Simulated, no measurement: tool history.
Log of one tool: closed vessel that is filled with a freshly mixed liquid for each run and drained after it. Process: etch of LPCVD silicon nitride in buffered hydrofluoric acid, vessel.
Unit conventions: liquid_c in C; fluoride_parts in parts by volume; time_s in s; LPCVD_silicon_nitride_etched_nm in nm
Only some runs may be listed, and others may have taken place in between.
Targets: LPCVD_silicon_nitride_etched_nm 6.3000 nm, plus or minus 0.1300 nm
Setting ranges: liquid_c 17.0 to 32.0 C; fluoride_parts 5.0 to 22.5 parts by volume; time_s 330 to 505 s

run,hour,liquid_c,fluoride_parts,time_s,LPCVD_silicon_nitride_etched_nm
1,0.0,25.0,13.5,505,7.7014
2,2.5,25.0,15.5,505,6.7645
3,7.4,24.5,15.5,505,6.6422
4,11.6,24.5,13.0,505,7.8344
5,18.3,23.0,13.0,505,7.1681
6,24.2,22.5,13.0,505,6.9745
7,27.6,22.0,13.0,505,6.8505
# hour 34.9: thermometer replaced
8,34.9,21.5,13.0,505,5.9072
9,43.2,22.0,13.0,505,6.0778

Exercise: of the 5 proposed moves below, exactly one satisfies all targets within the stated allowed misses. Which move is it?
A,51.5,24.5,14.0,505,?
B,51.5,21.0,12.5,505,?
C,51.5,22.5,11.5,470,?
D,51.5,23.5,13.0,480,?
E,51.5,21.5,12.0,475,?

move,LPCVD_silicon_nitride_etched_nm
A,6.4627
B,5.9566
C,6.5356
D,6.2547
E,5.9953
A: pushes the last run's worst result past its target
B: its largest miss is bigger than the last run's
C: pushes the last run's worst result past its target
D: meets every target
E: its largest miss is bigger than the last run's
The right move is D.
